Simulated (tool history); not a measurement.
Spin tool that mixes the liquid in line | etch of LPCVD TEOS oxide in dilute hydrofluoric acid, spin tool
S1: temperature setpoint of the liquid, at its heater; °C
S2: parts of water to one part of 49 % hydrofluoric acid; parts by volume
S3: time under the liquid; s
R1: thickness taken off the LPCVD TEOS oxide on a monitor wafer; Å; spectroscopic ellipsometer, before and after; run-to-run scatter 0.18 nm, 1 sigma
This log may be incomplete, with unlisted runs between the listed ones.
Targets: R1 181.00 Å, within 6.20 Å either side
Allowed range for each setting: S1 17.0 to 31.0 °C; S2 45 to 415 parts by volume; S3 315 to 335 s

run  hour    S1   S2   S3      R1
  1   0.0  23.0  230  315  318.21
  2   2.4  23.0  230  315  319.71
  3   6.8  23.0  230  315  317.16
  4  10.6  23.0  230  335  339.96
  5  16.0  23.0  160  335  522.50
  6  20.6  22.0  190  335  407.24
  7  27.4  21.0  210  335  344.61
  8  30.9  20.5  225  335  318.87
  9  35.0  20.0  240  335  283.48

Which single option among these 4 for the next run brings every result within its allowed miss of target? Just one does.
  A  39.1  18.0  150  335   ?
  B  39.1  19.0  340  315   ?
  C  39.1  20.0  305  315   ?
  D  39.1  19.5  325  315   ?

move      R1
   A  463.23
   B  168.96
   C  201.28
   D  182.31
A: its largest miss is bigger than the last run's
B: takes the biggest miss from the last run beyond its target
C: nearer the targets than the last run, but a result is still out of spec
D: hits every target within its allowed miss
Answer: D
